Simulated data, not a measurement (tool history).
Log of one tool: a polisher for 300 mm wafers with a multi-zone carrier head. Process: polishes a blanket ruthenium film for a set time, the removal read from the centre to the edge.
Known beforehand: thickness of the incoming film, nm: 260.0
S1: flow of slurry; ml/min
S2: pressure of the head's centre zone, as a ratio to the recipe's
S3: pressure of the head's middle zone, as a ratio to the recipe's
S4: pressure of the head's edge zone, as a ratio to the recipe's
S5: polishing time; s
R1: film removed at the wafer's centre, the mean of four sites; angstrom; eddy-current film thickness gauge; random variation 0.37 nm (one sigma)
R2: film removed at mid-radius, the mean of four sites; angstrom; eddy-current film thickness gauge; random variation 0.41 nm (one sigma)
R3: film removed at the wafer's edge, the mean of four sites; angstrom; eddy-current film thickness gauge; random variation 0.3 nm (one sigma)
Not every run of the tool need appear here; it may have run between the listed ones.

| run | hour | S1 | S2 | S3 | S4 | S5 | R1 | R2 | R3 |
|---|---|---|---|---|---|---|---|---|---|
| 1 | 0.0 | 125 | 1.00 | 1.00 | 1.00 | 75 | 810.44 | 786.20 | 796.58 |
| 2 | 5.1 | 115 | 0.99 | 0.96 | 0.96 | 65 | 683.26 | 636.73 | 668.45 |
| 3 | 13.8 | 115 | 0.93 | 0.96 | 0.96 | 65 | 657.18 | 652.40 | 670.58 |
| 4 | 16.4 | 115 | 0.93 | 1.05 | 0.96 | 65 | 654.82 | 688.89 | 664.73 |
| 5 | 18.6 | 115 | 0.93 | 1.05 | 0.96 | 54 | 539.34 | 572.08 | 555.02 |
| 6 | 21.6 | 115 | 0.93 | 1.09 | 0.96 | 54 | 547.31 | 593.39 | 553.75 |
| 7 | 22.2 | 105 | 0.94 | 1.04 | 0.94 | 50 | 484.64 | 514.00 | 495.40 |
| 8 | 29.2 | 95 | 0.96 | 1.00 | 0.93 | 50 | 482.87 | 475.93 | 484.35 |
| 9 | 32.1 | 75 | 0.94 | 0.90 | 0.83 | 47 | 400.17 | 382.29 | 406.71 |
| 10 | 37.6 | 80 | 0.94 | 0.89 | 0.83 | 47 | 413.68 | 388.52 | 417.88 |
| 11 | 45.5 | 85 | 0.94 | 0.89 | 0.83 | 47 | 419.10 | 392.48 | 425.73 |

Run 12 comes next. What will it give?
| 12 | 50.8 | 105 | 0.96 | 0.89 | 0.82 | 47 | ? | ? | ? |

R1: 472.70 angstrom
R2: 426.18 angstrom
R3: 446.67 angstrom
